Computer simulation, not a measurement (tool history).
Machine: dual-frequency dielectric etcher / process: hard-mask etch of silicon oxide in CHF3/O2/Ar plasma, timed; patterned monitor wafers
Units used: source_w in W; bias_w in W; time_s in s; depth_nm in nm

run,day,source_w,bias_w,time_s,depth_nm
1,0,460,155,25,43.759
2,0.262,500,155,25,45.393
3,0.592,450,153,25,43.256
4,0.958,450,153,26,44.697
# day 1.329: wet clean of the chamber
5,1.329,450,153,26,46.302
6,1.354,450,153,26,45.854

Expected results for the next run?
7,1.575,410,147,26,?

Run 7 gave depth_nm 43.636 nm.

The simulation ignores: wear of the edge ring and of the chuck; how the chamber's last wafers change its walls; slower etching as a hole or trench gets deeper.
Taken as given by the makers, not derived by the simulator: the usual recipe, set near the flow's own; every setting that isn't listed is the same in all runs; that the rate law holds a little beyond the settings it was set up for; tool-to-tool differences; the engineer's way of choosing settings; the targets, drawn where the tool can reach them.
